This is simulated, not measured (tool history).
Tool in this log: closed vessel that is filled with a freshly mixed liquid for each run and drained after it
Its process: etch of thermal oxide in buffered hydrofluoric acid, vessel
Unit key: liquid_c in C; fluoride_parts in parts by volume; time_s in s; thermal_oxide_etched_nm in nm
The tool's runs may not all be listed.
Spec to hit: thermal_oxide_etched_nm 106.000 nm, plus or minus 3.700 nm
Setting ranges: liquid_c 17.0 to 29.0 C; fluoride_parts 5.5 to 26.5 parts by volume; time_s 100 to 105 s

run,hour,liquid_c,fluoride_parts,time_s,thermal_oxide_etched_nm
1,0.0,21.0,16.0,100,73.794
2,7.8,21.0,19.5,100,62.277
3,15.4,23.0,19.0,100,69.699
4,21.0,23.0,19.0,100,69.962
5,26.3,24.5,19.0,100,75.818
6,29.9,24.5,19.0,105,79.025
7,38.8,25.5,18.5,105,87.040
# hour 41.9: thermometer replaced
8,41.9,26.5,18.5,105,80.795
9,46.9,27.0,17.0,105,91.921

Exactly one of the 4 candidate moves below puts every result within its allowed miss. Which one?
A,51.9,27.5,18.5,100,?
B,51.9,26.5,18.5,100,?
C,51.9,28.5,21.5,105,?
D,51.9,26.0,13.0,100,?

move,thermal_oxide_etched_nm
A,81.945
B,77.662
C,79.996
D,106.910
A: lands further from the targets than the last run did
B: lands further from the targets than the last run did
C: lands further from the targets than the last run did
D: each result inside its tolerance
D meets every target.
